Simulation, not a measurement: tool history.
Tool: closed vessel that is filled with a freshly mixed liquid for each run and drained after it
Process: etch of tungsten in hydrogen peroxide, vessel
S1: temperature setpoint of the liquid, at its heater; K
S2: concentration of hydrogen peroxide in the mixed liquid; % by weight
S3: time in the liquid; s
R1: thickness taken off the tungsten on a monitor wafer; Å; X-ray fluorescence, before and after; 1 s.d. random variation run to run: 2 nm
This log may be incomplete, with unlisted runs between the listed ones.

run,hour,S1,S2,S3,R1
1,0.0,327.15,16,95,1665.6
2,1.3,327.15,16,100,1769.1
3,4.2,327.15,18,100,1870.2
4,9.5,327.15,18,100,1864.2
5,10.1,330.65,18,100,2305.5
6,16.6,330.65,20,100,2406.4
7,22.5,330.65,20,100,2402.3

What will run 8 give?
8,29.3,332.65,20,100,?

{"run 8": {"R1": 2712.2}}
